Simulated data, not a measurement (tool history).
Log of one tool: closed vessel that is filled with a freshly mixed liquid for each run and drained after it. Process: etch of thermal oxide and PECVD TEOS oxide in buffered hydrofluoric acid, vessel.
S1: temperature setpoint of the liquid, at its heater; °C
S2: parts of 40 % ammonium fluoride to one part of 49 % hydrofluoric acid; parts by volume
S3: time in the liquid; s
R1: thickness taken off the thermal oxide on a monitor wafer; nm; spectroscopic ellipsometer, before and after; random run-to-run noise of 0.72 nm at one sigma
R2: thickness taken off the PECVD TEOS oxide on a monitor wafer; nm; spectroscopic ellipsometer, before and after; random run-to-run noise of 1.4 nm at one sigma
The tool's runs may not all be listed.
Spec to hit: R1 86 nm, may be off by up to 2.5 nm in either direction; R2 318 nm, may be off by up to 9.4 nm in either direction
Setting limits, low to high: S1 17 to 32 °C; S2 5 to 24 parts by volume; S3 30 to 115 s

| run | hour | S1 | S2 | S3 | R1 | R2 |
|---|---|---|---|---|---|---|
| 1 | 0 | 25 | 14.5 | 60 | 46.532 | 171.72 |
| 2 | 8.1 | 25 | 14.5 | 75 | 58.031 | 213.99 |
| 3 | 15.3 | 27 | 14.5 | 75 | 64.892 | 239.9 |
| 4 | 20.5 | 28.5 | 14.5 | 75 | 70.052 | 259.39 |
| 5 | 24.8 | 25.5 | 14.5 | 75 | 59.066 | 220.44 |
| 6 | 32.9 | 27.5 | 14.5 | 75 | 66.8 | 245.41 |
| 7 | 33.8 | 29 | 14.5 | 75 | 71.892 | 266.09 |
| 8 | 41.9 | 29 | 14.5 | 75 | 72.341 | 265.86 |
| 9 | 46.9 | 30 | 14.5 | 75 | 75.699 | 279 |
| 10 | 49.5 | 30.5 | 14.5 | 75 | 77.701 | 286.61 |
| 11 | 50.7 | 31 | 14.5 | 75 | 80.127 | 291.86 |

Exactly one of the 4 candidate moves below puts every result within its allowed miss. Which one?
| A | 51.9 | 30.5 | 14 | 75 | ? | ? |
| B | 51.9 | 32 | 14 | 70 | ? | ? |
| C | 51.9 | 30 | 13.5 | 75 | ? | ? |
| D | 51.9 | 31 | 19 | 105 | ? | ? |

| move | R1 | R2 |
|---|---|---|
| A | 80.494 | 297.34 |
| B | 81.24 | 300.1 |
| C | 81.25 | 300.14 |
| D | 85.744 | 316.73 |
A: closes in on the targets versus the last run, not all within tolerance yet
B: closes in on the targets versus the last run, not all within tolerance yet
C: closes in on the targets versus the last run, not all within tolerance yet
D: every result lands within tolerance
The move that meets every target is D.
